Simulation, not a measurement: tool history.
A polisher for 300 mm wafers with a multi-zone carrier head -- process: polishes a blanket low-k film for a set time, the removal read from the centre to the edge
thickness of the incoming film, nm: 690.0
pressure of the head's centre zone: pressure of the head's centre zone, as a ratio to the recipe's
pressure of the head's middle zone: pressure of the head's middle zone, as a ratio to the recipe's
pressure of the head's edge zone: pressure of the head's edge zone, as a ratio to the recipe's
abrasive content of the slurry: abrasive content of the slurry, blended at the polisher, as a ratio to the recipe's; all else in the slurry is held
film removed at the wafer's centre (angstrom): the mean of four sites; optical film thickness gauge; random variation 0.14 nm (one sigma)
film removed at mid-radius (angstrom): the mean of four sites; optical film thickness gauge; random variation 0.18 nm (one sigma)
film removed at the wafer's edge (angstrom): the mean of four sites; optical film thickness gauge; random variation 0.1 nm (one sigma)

run,day,flow of slurry (ml/min),pressure of the head's centre zone,pressure of the head's middle zone,pressure of the head's edge zone,abrasive content of the slurry,polishing time (s),film removed at the wafer's centre (angstrom),film removed at mid-radius (angstrom),film removed at the wafer's edge (angstrom)
1,0.000,260,1.00,1.00,1.00,1.00,55,169.27,166.56,165.44
2,0.333,260,1.00,1.00,1.00,1.00,47,143.90,141.92,142.03
3,0.400,275,1.04,1.00,0.99,1.00,47,153.75,142.07,141.45
4,0.608,275,1.04,1.00,0.99,1.00,61,193.43,186.97,182.20
5,0.842,275,1.04,0.96,0.99,1.00,61,194.14,180.88,181.23
6,1.008,275,1.04,0.96,0.99,0.85,61,184.58,168.32,171.66
7,1.138,270,1.05,0.95,0.94,0.80,61,180.06,166.97,163.71

What will run 8 give?
8,1.350,270,1.07,0.93,0.91,0.75,61,?,?,?

{"run 8": {"film removed at the wafer's centre (angstrom)": 179.09, "film removed at mid-radius (angstrom)": 160.83, "film removed at the wafer's edge (angstrom)": 155.78}}
